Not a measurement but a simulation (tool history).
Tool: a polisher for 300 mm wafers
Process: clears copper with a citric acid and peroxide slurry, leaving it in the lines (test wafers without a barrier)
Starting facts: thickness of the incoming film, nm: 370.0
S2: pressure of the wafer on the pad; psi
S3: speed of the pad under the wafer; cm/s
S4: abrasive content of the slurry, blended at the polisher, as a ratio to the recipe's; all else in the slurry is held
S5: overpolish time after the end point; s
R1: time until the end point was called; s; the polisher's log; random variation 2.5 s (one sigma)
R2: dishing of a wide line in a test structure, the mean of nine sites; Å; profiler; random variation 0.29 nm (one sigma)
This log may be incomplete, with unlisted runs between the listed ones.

Run 1, hour 0: flow of slurry (ml/min) 180, S2 3.7 psi, S3 104 cm/s, S4 1, S5 19 s. Result: R1 119.34 s, R2 438.2 Å.
Run 2, hour 7.3: flow of slurry (ml/min) 180, S2 3.7 psi, S3 104 cm/s, S4 1.1, S5 19 s. Result: R1 114.44 s, R2 441.1 Å.
Run 3, hour 14.7: flow of slurry (ml/min) 180, S2 3.4 psi, S3 106 cm/s, S4 1.15, S5 17 s. Result: R1 120.69 s, R2 391.56 Å.
Run 4, hour 16.9: flow of slurry (ml/min) 180, S2 4.3 psi, S3 106 cm/s, S4 1.15, S5 17 s. Result: R1 100.32 s, R2 467.15 Å.
At hour 17.7: slurry blender recalibrated.
Run 5, hour 17.7: flow of slurry (ml/min) 180, S2 4.3 psi, S3 106 cm/s, S4 1.15, S5 13 s. Result: R1 91.51 s, R2 388 Å.
Run 6, hour 25.4: flow of slurry (ml/min) 185, S2 4.1 psi, S3 102 cm/s, S4 1.05, S5 12 s. Result: R1 97.955 s, R2 326.92 Å.
Run 7, hour 26.2: flow of slurry (ml/min) 200, S2 3.9 psi, S3 100 cm/s, S4 0.95, S5 11 s. Result: R1 108.23 s, R2 274.44 Å.

For run 8, what comes out?
Run 8, hour 27.2: flow of slurry (ml/min) 215, S2 3.9 psi, S3 98 cm/s, S4 0.9, S5 10 s. Result: R1 ?, R2 ?.

Run 8 gave R1 107.72 s, R2 245.23 Å.

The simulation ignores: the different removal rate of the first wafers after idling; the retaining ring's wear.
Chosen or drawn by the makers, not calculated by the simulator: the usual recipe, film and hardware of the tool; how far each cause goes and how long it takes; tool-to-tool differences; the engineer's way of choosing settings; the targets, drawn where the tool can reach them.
